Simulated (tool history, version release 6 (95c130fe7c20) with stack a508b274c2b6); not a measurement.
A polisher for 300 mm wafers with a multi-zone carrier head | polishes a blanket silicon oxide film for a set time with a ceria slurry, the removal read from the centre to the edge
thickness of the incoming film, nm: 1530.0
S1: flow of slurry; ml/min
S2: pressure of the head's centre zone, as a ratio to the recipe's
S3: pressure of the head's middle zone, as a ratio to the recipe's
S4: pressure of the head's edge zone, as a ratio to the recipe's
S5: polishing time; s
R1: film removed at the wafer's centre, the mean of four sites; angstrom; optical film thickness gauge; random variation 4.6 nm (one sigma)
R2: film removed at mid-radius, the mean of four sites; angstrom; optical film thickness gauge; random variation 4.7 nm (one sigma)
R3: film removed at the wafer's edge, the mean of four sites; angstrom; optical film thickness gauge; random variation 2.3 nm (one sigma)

Run 1, hour 0: S1 245 ml/min, S2 1, S3 1, S4 1, S5 55 s. Result: R1 3453.1 angstrom, R2 3301.8 angstrom, R3 3441.5 angstrom.
Run 2, hour 3: S1 245 ml/min, S2 0.93, S3 1, S4 1, S5 55 s. Result: R1 3208.5 angstrom, R2 3404 angstrom, R3 3458.6 angstrom.
Run 3, hour 9.5: S1 240 ml/min, S2 0.93, S3 1.01, S4 0.96, S5 54 s. Result: R1 3164.4 angstrom, R2 3452 angstrom, R3 3288.3 angstrom.
Run 4, hour 15: S1 235 ml/min, S2 0.93, S3 1, S4 0.94, S5 53 s. Result: R1 3110 angstrom, R2 3276.2 angstrom, R3 3209.3 angstrom.
Run 5, hour 23.5: S1 235 ml/min, S2 0.93, S3 1, S4 1.01, S5 53 s. Result: R1 3005.6 angstrom, R2 3264.2 angstrom, R3 3290.3 angstrom.
Run 6, hour 30.1: S1 235 ml/min, S2 0.93, S3 0.97, S4 1.01, S5 53 s. Result: R1 3135.7 angstrom, R2 3131.4 angstrom, R3 3325.6 angstrom.
Run 7, hour 34.5: S1 230 ml/min, S2 0.93, S3 0.98, S4 0.98, S5 53 s. Result: R1 3125.1 angstrom, R2 3170.1 angstrom, R3 3303.9 angstrom.
Run 8, hour 42.1: S1 235 ml/min, S2 0.93, S3 0.99, S4 0.96, S5 52 s. Result: R1 2990 angstrom, R2 3218 angstrom, R3 3181 angstrom.
At hour 50.7: worn pad replaced by a new one.
Run 9, hour 50.7: S1 235 ml/min, S2 0.99, S3 1.02, S4 0.9, S5 51 s. Result: R1 3357.5 angstrom, R2 3417.1 angstrom, R3 3204.4 angstrom.

Run 10 comes next. What will it give?
Run 10, hour 55.4: S1 235 ml/min, S2 0.98, S3 1.02, S4 0.89, S5 50 s. Result: R1 ?, R2 ?, R3 ?.

{"run 10": {"R1": 3270.1, "R2": 3298.3, "R3": 3143.3}}
